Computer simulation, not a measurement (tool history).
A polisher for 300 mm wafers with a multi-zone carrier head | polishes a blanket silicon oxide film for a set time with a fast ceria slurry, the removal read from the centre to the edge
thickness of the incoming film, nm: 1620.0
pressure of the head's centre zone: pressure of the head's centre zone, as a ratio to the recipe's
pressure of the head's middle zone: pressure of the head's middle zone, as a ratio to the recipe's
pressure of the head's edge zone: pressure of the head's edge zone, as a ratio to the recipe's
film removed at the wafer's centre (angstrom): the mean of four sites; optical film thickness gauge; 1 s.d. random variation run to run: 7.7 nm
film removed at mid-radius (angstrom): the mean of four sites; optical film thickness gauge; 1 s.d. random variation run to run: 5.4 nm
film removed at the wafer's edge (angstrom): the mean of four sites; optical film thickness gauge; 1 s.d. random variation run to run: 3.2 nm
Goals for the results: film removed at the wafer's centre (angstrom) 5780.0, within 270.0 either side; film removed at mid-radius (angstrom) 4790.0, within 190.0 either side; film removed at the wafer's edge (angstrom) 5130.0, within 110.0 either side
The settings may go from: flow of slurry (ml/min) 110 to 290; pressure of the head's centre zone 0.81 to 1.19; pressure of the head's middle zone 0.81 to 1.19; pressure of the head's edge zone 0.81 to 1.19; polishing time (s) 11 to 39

run  hour  flow of slurry (ml/min)  pressure of the head's centre zone  pressure of the head's middle zone  pressure of the head's edge zone  polishing time (s)  film removed at the wafer's centre (angstrom)  film removed at mid-radius (angstrom)  film removed at the wafer's edge (angstrom)
  1   0.0                      185                                1.00                                1.00                              1.00                  25                                         5888.0                                 6249.9                                       6229.1
  2   5.5                      145                                1.00                                1.00                              1.00                  25                                         5794.2                                 6115.2                                       6113.6
  3   9.4                      145                                1.08                                1.00                              1.00                  25                                         6203.4                                 6144.8                                       6104.0
  4  17.9                      140                                1.09                                0.95                              0.96                  24                                         5897.2                                 5621.3                                       5825.8
  5  24.5                      165                                1.09                                0.95                              0.96                  24                                         6133.9                                 5689.8                                       5833.4
  6  32.7                      165                                1.10                                0.92                              0.93                  23                                         6025.0                                 5312.6                                       5570.5
  7  33.9                      160                                1.10                                0.90                              0.90                  23                                         5929.4                                 5263.6                                       5448.9
  8  40.2                      155                                1.11                                0.88                              0.88                  23                                         5868.8                                 5145.1                                       5365.8

Pick the move, out of 5, that brings all results within their allowed miss; only one does.
  A  46.5                      155                                1.11                                0.81                              0.88                  21                                              ?                                      ?                                            ?
  B  46.5                      115                                1.08                                0.85                              0.87                  21                                              ?                                      ?                                            ?
  C  46.5                      145                                1.15                                0.81                              1.00                  22                                              ?                                      ?                                            ?
  D  46.5                      205                                1.19                                0.93                              0.90                  20                                              ?                                      ?                                            ?
  E  46.5                      160                                1.14                                0.86                              0.87                  22                                              ?                                      ?                                            ?

move  film removed at the wafer's centre (angstrom)  film removed at mid-radius (angstrom)  film removed at the wafer's edge (angstrom)
   A                                         5356.5                                 4426.0                                       4919.0
   B                                         5055.3                                 4474.6                                       4795.7
   C                                         5761.6                                 4605.7                                       5390.0
   D                                         5616.0                                 4847.0                                       4807.9
   E                                         5776.8                                 4883.9                                       5139.2
A: moves the result that the last run missed by most past its target, out the other side
B: moves the result that the last run missed by most past its target, out the other side
C: moves away from the targets compared with the last run
D: moves the result that the last run missed by most past its target, out the other side
E: meets every target
Go with E: it meets all targets.
